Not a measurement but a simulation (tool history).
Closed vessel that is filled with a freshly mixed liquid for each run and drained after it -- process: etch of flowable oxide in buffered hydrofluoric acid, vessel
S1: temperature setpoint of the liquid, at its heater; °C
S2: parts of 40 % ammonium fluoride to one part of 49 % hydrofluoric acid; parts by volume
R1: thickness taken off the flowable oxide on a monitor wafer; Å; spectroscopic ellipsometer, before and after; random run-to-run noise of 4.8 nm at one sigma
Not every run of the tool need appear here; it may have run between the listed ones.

run 1 hour=0.0 | S1=24.0 S2=16.5 time_in_the_liquid_(s)=95 | R1=2763.0
run 2 hour=7.7 | S1=25.5 S2=15.0 time_in_the_liquid_(s)=95 | R1=3303.8
run 3 hour=9.9 | S1=25.5 S2=18.0 time_in_the_liquid_(s)=95 | R1=2728.9
run 4 hour=16.9 | S1=25.5 S2=18.0 time_in_the_liquid_(s)=95 | R1=2759.9
run 5 hour=20.6 | S1=27.0 S2=16.5 time_in_the_liquid_(s)=95 | R1=3262.5
run 6 hour=29.1 | S1=28.0 S2=15.0 time_in_the_liquid_(s)=95 | R1=3761.4
run 7 hour=31.3 | S1=29.0 S2=14.0 time_in_the_liquid_(s)=95 | R1=4222.3
run 8 hour=34.1 | S1=29.5 S2=13.0 time_in_the_liquid_(s)=95 | R1=4731.9

Run 9 has not been measured yet. What should we expect?
run 9 hour=37.1 | S1=30.0 S2=12.5 time_in_the_liquid_(s)=95 | R1=?

{"run 9": {"R1": 5035.1}}
